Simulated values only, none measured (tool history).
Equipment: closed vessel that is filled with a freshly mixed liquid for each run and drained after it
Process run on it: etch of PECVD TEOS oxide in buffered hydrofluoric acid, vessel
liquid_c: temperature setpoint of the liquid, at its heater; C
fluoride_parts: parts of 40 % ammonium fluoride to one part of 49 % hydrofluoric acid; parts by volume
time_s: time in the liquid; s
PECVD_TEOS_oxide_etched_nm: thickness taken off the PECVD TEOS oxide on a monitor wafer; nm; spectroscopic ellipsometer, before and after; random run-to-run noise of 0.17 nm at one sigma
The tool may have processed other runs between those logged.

Run 1, hour 0: liquid_c 20 C, fluoride_parts 22.5 parts by volume, time_s 30 s. Result: PECVD_TEOS_oxide_etched_nm 27.685 nm.
Run 2, hour 7: liquid_c 20 C, fluoride_parts 22.5 parts by volume, time_s 30 s. Result: PECVD_TEOS_oxide_etched_nm 27.638 nm.
Run 3, hour 11.1: liquid_c 19 C, fluoride_parts 24.5 parts by volume, time_s 30 s. Result: PECVD_TEOS_oxide_etched_nm 24.279 nm.
Run 4, hour 12.4: liquid_c 19 C, fluoride_parts 20.5 parts by volume, time_s 30 s. Result: PECVD_TEOS_oxide_etched_nm 27.728 nm.
Run 5, hour 21.5: liquid_c 18.5 C, fluoride_parts 23 parts by volume, time_s 30 s. Result: PECVD_TEOS_oxide_etched_nm 25.674 nm.
Run 6, hour 26.3: liquid_c 18.5 C, fluoride_parts 23 parts by volume, time_s 30 s. Result: PECVD_TEOS_oxide_etched_nm 25.069 nm.
Run 7, hour 29.7: liquid_c 18 C, fluoride_parts 24.5 parts by volume, time_s 30 s. Result: PECVD_TEOS_oxide_etched_nm 23.676 nm.

Expected results for the next run?
Run 8, hour 37: liquid_c 17.5 C, fluoride_parts 26 parts by volume, time_s 30 s. Result: PECVD_TEOS_oxide_etched_nm ?.

Run 8 produced PECVD_TEOS_oxide_etched_nm 21.757 nm.
